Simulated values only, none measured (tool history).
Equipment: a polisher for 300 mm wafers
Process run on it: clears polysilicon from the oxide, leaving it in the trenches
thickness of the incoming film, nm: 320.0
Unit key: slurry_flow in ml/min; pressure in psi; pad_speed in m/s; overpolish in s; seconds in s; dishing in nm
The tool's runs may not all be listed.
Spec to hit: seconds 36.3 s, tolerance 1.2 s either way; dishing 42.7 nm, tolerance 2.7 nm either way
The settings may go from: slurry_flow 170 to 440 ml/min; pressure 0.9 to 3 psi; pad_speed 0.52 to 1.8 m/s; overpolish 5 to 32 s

{"run": 1, "day": 0.0, "slurry_flow": 280, "pressure": 1.9, "pad_speed": 1.16, "overpolish": 16, "seconds": 29.413, "dishing": 42.636}
{"run": 2, "day": 0.167, "slurry_flow": 325, "pressure": 1.9, "pad_speed": 1.16, "overpolish": 16, "seconds": 29.354, "dishing": 43.298}
{"run": 3, "day": 0.229, "slurry_flow": 325, "pressure": 1.9, "pad_speed": 1.16, "overpolish": 14, "seconds": 29.644, "dishing": 41.394}
{"run": 4, "day": 0.529, "slurry_flow": 325, "pressure": 1.6, "pad_speed": 1.16, "overpolish": 14, "seconds": 34.033, "dishing": 40.813}
{"run": 5, "day": 0.854, "slurry_flow": 325, "pressure": 1.6, "pad_speed": 1.16, "overpolish": 16, "seconds": 33.8, "dishing": 40.337}
{"run": 6, "day": 0.967, "slurry_flow": 325, "pressure": 1.1, "pad_speed": 1.16, "overpolish": 16, "seconds": 45.797, "dishing": 38.818}
{"run": 7, "day": 1.192, "slurry_flow": 325, "pressure": 1.2, "pad_speed": 1.16, "overpolish": 18, "seconds": 42.868, "dishing": 40.489}
{"run": 8, "day": 1.554, "slurry_flow": 325, "pressure": 1.3, "pad_speed": 1.16, "overpolish": 18, "seconds": 40.618, "dishing": 39.965}
{"run": 9, "day": 1.6, "slurry_flow": 320, "pressure": 1.4, "pad_speed": 1.16, "overpolish": 20, "seconds": 37.583, "dishing": 42.002}
{"run": 10, "day": 1.954, "slurry_flow": 320, "pressure": 1.4, "pad_speed": 1.16, "overpolish": 21, "seconds": 38.579, "dishing": 41.789}

Pick the move, out of 4, that brings all results within their allowed miss; only one does.
{"run": "A", "day": 2.308, "slurry_flow": 310, "pressure": 1.2, "pad_speed": 1.12, "overpolish": 19, "seconds": "?", "dishing": "?"}
{"run": "B", "day": 2.308, "slurry_flow": 330, "pressure": 1.2, "pad_speed": 1.22, "overpolish": 30, "seconds": "?", "dishing": "?"}
{"run": "C", "day": 2.308, "slurry_flow": 330, "pressure": 1.5, "pad_speed": 1.08, "overpolish": 26, "seconds": "?", "dishing": "?"}
{"run": "D", "day": 2.308, "slurry_flow": 385, "pressure": 1.3, "pad_speed": 1.28, "overpolish": 26, "seconds": "?", "dishing": "?"}

move=A seconds=44.741 dishing=40.34
move=B seconds=40.967 dishing=42.532
move=C seconds=38.508 dishing=42.383
move=D seconds=36.266 dishing=42.498
A: further off than the last run
B: further off than the last run
C: about as far from the targets as the last run
D: in spec on every target
The right move is D.
